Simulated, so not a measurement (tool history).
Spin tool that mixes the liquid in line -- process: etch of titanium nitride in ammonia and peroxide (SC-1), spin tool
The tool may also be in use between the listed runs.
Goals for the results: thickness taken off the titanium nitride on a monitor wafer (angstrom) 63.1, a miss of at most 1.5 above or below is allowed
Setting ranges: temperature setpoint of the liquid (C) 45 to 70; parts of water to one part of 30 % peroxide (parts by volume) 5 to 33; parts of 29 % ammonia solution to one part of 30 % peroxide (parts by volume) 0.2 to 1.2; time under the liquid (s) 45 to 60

run	day	temperature setpoint of the liquid (C)	parts of water to one part of 30 % peroxide (parts by volume)	parts of 29 % ammonia solution to one part of 30 % peroxide (parts by volume)	time under the liquid (s)	thickness taken off the titanium nitride on a monitor wafer (angstrom)
1	0	61	18.5	0.8	60	56.295
2	0.258	61.5	18.5	0.8	60	58.058
3	0.475	61.5	18.5	0.8	60	58.193
4	0.567	62	18.5	0.8	60	59.835
5	0.788	62	18.5	0.8	45	44.843
6	1.138	62	16	0.8	45	48.629
7	1.354	62	16	0.8	45	48.931
8	1.679	62.5	16	0.8	45	50.775
9	1.867	63	16	0.8	45	51.509
10	1.946	67	16	0.8	45	66.849
11	2.175	66.5	16	0.8	45	66.07

4 candidate next runs follow, results not yet known. Just one meets every target within its allowed miss. Identify it.
A	2.404	69.5	25	0.7	45	?
B	2.404	64	16	0.65	50	?
C	2.404	62.5	16	0.9	55	?
D	2.404	64.5	15	0.75	45	?

move	thickness taken off the titanium nitride on a monitor wafer (angstrom)
A	59.259
B	58.816
C	62.173
D	58.034
A: pushes the last run's worst result past its target
B: pushes the last run's worst result past its target
C: every result within its allowed miss
D: pushes the last run's worst result past its target
Go with C: it meets all targets.
